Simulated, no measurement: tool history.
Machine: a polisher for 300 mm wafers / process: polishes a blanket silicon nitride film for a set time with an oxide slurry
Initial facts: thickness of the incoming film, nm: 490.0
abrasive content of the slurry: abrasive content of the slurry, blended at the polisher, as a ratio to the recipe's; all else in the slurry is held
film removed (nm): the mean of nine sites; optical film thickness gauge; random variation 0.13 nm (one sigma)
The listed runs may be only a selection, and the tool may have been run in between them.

run	day	flow of slurry (ml/min)	pressure of the wafer on the pad (kPa)	speed of the pad under the wafer (cm/s)	abrasive content of the slurry	polishing time (s)	film removed (nm)
1	0	130	33.1	118	1	53	42.877
2	0.229	120	27.6	100	0.95	53	30.524
3	0.329	120	22.8	100	0.95	53	25.84
4	0.517	120	22.8	100	0.95	53	25.613
5	0.575	120	28.3	100	0.95	53	31.059
6	0.938	115	24.1	86	0.95	53	24.337

Expected results for the next run?
7	1.138	110	21.4	76	0.95	53	?

Run 7 gave film removed (nm) 19.641.

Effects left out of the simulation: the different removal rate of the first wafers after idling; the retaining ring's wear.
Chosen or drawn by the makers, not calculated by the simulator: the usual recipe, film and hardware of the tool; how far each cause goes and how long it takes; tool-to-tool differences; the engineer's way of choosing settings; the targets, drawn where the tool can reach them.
